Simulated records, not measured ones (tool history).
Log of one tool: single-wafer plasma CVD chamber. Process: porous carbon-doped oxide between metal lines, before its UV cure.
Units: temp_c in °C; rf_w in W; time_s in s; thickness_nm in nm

| run | hour | temp_c | rf_w | time_s | thickness_nm |
|---|---|---|---|---|---|
| 1 | 0.0 | 315 | 440 | 16.8 | 79.564 |
| 2 | 2.1 | 315 | 480 | 16.8 | 85.615 |
| 3 | 5.8 | 319 | 470 | 16.8 | 82.243 |
| 4 | 14.0 | 313 | 470 | 16.8 | 85.286 |
| 5 | 22.3 | 309 | 470 | 16.8 | 87.451 |
| 6 | 23.7 | 314 | 465 | 16.8 | 84.125 |
| 7 | 30.0 | 318 | 460 | 16.8 | 81.188 |

Forecast run 8:
| 8 | 35.8 | 322 | 455 | 16.8 | ? |

{"run 8": {"thickness_nm": 78.63}}
